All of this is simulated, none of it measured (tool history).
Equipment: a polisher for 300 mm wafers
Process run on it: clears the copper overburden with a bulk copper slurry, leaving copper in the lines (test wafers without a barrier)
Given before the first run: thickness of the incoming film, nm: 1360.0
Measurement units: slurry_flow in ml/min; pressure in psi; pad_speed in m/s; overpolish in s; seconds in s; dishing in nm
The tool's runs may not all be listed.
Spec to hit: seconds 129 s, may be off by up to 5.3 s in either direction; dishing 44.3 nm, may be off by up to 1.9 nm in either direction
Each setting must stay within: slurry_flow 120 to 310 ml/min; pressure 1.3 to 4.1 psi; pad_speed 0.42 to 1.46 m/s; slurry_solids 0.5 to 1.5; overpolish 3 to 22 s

run,hour,slurry_flow,pressure,pad_speed,slurry_solids,overpolish,seconds,dishing
1,0,200,2.7,0.94,1,11,168.9,59.078
2,2.9,200,2.7,0.94,1.15,11,160.78,60.321
3,10.6,200,2.7,0.94,1.3,11,153.69,63.024
4,14.9,200,3.2,0.94,1.3,11,137.62,70.318
5,21.7,205,3.2,0.96,1.3,9,129.21,63.656
6,22.3,210,3.1,0.96,1.3,8,134.29,55.727
7,27.6,215,3.1,0.96,1.3,7,131.06,49.289
8,31.4,220,3.1,0.96,1.3,7,133.33,50.363

Which of these 4 next moves meets every target?
A,35.2,275,2.9,1.04,1.2,7,?,?
B,35.2,225,2.5,1.22,1.3,6,?,?
C,35.2,210,3.1,1.14,1.25,6,?,?
D,35.2,180,3,0.98,1.45,7,?,?

move,seconds,dishing
A,131.54,49.453
B,128.91,43.902
C,115.79,48.609
D,135.41,48.414
A: nearer than the last run, and not there yet
B: every result lands within tolerance
C: nearer than the last run, and not there yet
D: nearer than the last run, and not there yet
Move B is the one to make.

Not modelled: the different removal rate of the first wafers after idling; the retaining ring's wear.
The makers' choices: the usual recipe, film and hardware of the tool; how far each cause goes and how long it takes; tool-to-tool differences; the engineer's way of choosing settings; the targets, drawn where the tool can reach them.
